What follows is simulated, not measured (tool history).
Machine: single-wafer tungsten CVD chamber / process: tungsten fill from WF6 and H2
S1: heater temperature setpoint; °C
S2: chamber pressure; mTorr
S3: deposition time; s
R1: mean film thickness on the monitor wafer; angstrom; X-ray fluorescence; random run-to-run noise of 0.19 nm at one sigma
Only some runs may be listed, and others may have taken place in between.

{"run": 1, "hour": 0.0, "S1": 385, "S2": 52100, "S3": 26.8, "R1": 728.05}
{"run": 2, "hour": 1.1, "S1": 385, "S2": 52100, "S3": 26.8, "R1": 725.86}
{"run": 3, "hour": 2.9, "S1": 385, "S2": 55200, "S3": 26.8, "R1": 743.27}
{"run": 4, "hour": 3.6, "S1": 385, "S2": 51100, "S3": 26.8, "R1": 730.09}
{"run": 5, "hour": 4.5, "S1": 385, "S2": 60300, "S3": 26.8, "R1": 760.36}
{"run": 6, "hour": 7.3, "S1": 381, "S2": 59900, "S3": 26.8, "R1": 701.6}
{"run": 7, "hour": 9.4, "S1": 378, "S2": 59600, "S3": 26.8, "R1": 663.26}
{"run": 8, "hour": 11.2, "S1": 376, "S2": 59400, "S3": 26.8, "R1": 634.9}
{"run": 9, "hour": 18.2, "S1": 375, "S2": 59300, "S3": 26.8, "R1": 623.12}

Predict the results of run 10:
{"run": 10, "hour": 20.2, "S1": 374, "S2": 59200, "S3": 26.8, "R1": "?"}

Run 10 produced R1 607.13 angstrom.
